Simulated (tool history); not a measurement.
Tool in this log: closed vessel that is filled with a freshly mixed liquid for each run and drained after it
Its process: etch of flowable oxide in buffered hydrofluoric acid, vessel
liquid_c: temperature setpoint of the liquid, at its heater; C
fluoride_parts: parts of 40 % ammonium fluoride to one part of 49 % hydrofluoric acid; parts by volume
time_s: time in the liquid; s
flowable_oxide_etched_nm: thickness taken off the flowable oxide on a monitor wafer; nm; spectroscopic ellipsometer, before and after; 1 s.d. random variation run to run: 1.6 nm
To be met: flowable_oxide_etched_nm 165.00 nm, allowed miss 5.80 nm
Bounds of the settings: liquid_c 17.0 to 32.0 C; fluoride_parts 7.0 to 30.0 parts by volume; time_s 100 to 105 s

run 1 hour=0.0 | liquid_c=24.0 fluoride_parts=20.0 time_s=100 | flowable_oxide_etched_nm=101.77
run 2 hour=6.3 | liquid_c=25.5 fluoride_parts=19.5 time_s=100 | flowable_oxide_etched_nm=111.43
run 3 hour=7.4 | liquid_c=27.5 fluoride_parts=19.5 time_s=100 | flowable_oxide_etched_nm=125.91
run 4 hour=11.7 | liquid_c=28.5 fluoride_parts=19.5 time_s=100 | flowable_oxide_etched_nm=132.94
run 5 hour=12.7 | liquid_c=29.0 fluoride_parts=19.5 time_s=100 | flowable_oxide_etched_nm=136.38
run 6 hour=15.9 | liquid_c=29.0 fluoride_parts=24.5 time_s=100 | flowable_oxide_etched_nm=117.95
run 7 hour=24.3 | liquid_c=29.5 fluoride_parts=23.5 time_s=100 | flowable_oxide_etched_nm=122.61
run 8 hour=30.6 | liquid_c=30.0 fluoride_parts=22.5 time_s=100 | flowable_oxide_etched_nm=127.04
run 9 hour=32.0 | liquid_c=30.5 fluoride_parts=21.5 time_s=100 | flowable_oxide_etched_nm=137.63
run 10 hour=38.5 | liquid_c=31.0 fluoride_parts=21.0 time_s=100 | flowable_oxide_etched_nm=143.56
run 11 hour=40.2 | liquid_c=31.0 fluoride_parts=20.5 time_s=100 | flowable_oxide_etched_nm=146.18

Which single option among these 5 for the next run brings every result within its allowed miss of target? Just one does.
run A hour=41.9 | liquid_c=32.0 fluoride_parts=22.5 time_s=105 | flowable_oxide_etched_nm=?
run B hour=41.9 | liquid_c=30.5 fluoride_parts=16.5 time_s=105 | flowable_oxide_etched_nm=?
run C hour=41.9 | liquid_c=31.5 fluoride_parts=20.5 time_s=100 | flowable_oxide_etched_nm=?
run D hour=41.9 | liquid_c=30.0 fluoride_parts=19.0 time_s=100 | flowable_oxide_etched_nm=?
run E hour=41.9 | liquid_c=30.5 fluoride_parts=17.5 time_s=100 | flowable_oxide_etched_nm=?

move=A flowable_oxide_etched_nm=150.74
move=B flowable_oxide_etched_nm=182.39
move=C flowable_oxide_etched_nm=149.02
move=D flowable_oxide_etched_nm=147.31
move=E flowable_oxide_etched_nm=163.96
A: closer than the last run, but not yet in spec
B: takes the result that was furthest off past its target
C: closer than the last run, but not yet in spec
D: closer than the last run, but not yet in spec
E: hits every target within its allowed miss
Answer: E
